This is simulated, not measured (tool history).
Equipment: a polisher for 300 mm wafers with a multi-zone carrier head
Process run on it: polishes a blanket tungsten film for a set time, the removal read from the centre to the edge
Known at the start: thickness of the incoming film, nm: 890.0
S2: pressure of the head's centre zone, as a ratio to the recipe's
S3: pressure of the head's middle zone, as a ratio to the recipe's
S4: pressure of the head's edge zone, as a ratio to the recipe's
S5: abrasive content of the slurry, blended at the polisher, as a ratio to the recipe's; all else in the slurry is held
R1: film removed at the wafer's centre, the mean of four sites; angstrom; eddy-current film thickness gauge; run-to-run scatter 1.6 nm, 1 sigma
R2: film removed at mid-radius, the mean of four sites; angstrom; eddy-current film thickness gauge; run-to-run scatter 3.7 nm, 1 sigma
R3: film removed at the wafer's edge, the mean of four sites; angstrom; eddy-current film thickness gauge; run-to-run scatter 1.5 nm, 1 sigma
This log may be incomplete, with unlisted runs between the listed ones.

run 1 day=0 | flow_of_slurry_(ml/min)=215 S2=1 S3=1 S4=1 S5=1 polishing_time_(s)=71 | R1=2802.2 R2=2798.6 R3=2805.4
run 2 day=0.162 | flow_of_slurry_(ml/min)=215 S2=1 S3=0.96 S4=1 S5=1 polishing_time_(s)=71 | R1=2780.8 R2=2742 R3=2802
run 3 day=0.271 | flow_of_slurry_(ml/min)=205 S2=0.99 S3=0.96 S4=0.97 S5=1 polishing_time_(s)=71 | R1=2755.1 R2=2725.3 R3=2765
run 4 day=0.579 | flow_of_slurry_(ml/min)=205 S2=0.99 S3=0.96 S4=1 S5=1 polishing_time_(s)=71 | R1=2740 R2=2811.5 R3=2789.8
run 5 day=0.729 | flow_of_slurry_(ml/min)=205 S2=0.94 S3=0.96 S4=1 S5=1 polishing_time_(s)=71 | R1=2628.5 R2=2652.5 R3=2774.5
run 6 day=0.75 | flow_of_slurry_(ml/min)=195 S2=0.94 S3=0.98 S4=0.97 S5=1 polishing_time_(s)=71 | R1=2614 R2=2744.2 R3=2733.7

Predict the results of run 7:
run 7 day=0.967 | flow_of_slurry_(ml/min)=160 S2=0.95 S3=0.95 S4=0.87 S5=0.85 polishing_time_(s)=71 | R1=? R2=? R3=?

R1: 2437.1 angstrom
R2: 2491.8 angstrom
R3: 2428.8 angstrom
